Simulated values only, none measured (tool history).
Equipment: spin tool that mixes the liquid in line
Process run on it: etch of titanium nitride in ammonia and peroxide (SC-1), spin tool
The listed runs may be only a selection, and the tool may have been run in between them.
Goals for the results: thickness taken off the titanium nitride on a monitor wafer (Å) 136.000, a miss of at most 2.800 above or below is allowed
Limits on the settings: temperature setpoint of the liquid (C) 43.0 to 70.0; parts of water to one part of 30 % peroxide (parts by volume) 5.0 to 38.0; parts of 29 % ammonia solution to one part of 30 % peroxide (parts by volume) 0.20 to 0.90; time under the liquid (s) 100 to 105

run  hour  temperature setpoint of the liquid (C)  parts of water to one part of 30 % peroxide (parts by volume)  parts of 29 % ammonia solution to one part of 30 % peroxide (parts by volume)  time under the liquid (s)  thickness taken off the titanium nitride on a monitor wafer (Å)
  1   0.0                                    59.0                                                           21.0                                                                           0.50                        100                                                           94.570
  2   8.1                                    54.5                                                           21.0                                                                           0.50                        100                                                           69.728
  3  11.5                                    60.0                                                           21.0                                                                           0.50                        100                                                          101.070
  4  16.1                                    53.5                                                           21.0                                                                           0.50                        100                                                           65.168
  5  19.9                                    50.0                                                           21.0                                                                           0.50                        100                                                           51.131
  6  22.6                                    50.0                                                           26.5                                                                           0.50                        100                                                           44.855
  7  26.6                                    54.0                                                           26.5                                                                           0.50                        100                                                           59.778
  8  35.5                                    57.0                                                           26.5                                                                           0.50                        100                                                           72.237
  9  40.4                                    59.0                                                           26.5                                                                           0.50                        100                                                           83.094
 10  42.7                                    60.5                                                           26.5                                                                           0.50                        100                                                           90.886
 11  49.4                                    62.0                                                           26.5                                                                           0.50                        100                                                          100.000
 12  50.7                                    63.0                                                           26.5                                                                           0.50                        100                                                          106.740
 13  56.7                                    67.5                                                           26.5                                                                           0.50                        100                                                          144.940

Which of these 5 next moves meets every target?
  A  62.7                                    68.0                                                           30.0                                                                           0.35                        105                                                                ?
  B  62.7                                    60.0                                                           14.5                                                                           0.65                        100                                                                ?
  C  62.7                                    70.0                                                           35.5                                                                           0.30                        100                                                                ?
  D  62.7                                    69.5                                                           33.5                                                                           0.40                        105                                                                ?
  E  62.7                                    68.5                                                           28.0                                                                           0.75                        100                                                                ?

move  thickness taken off the titanium nitride on a monitor wafer (Å)
   A                                                          134.900
   B                                                          129.720
   C                                                          128.130
   D                                                          142.630
   E                                                          159.300
A: hits every target within its allowed miss
B: pushes the last run's worst result past its target
C: pushes the last run's worst result past its target
D: better than the last run, though not everything is in spec
E: misses by more than the last run did
The right move is A.
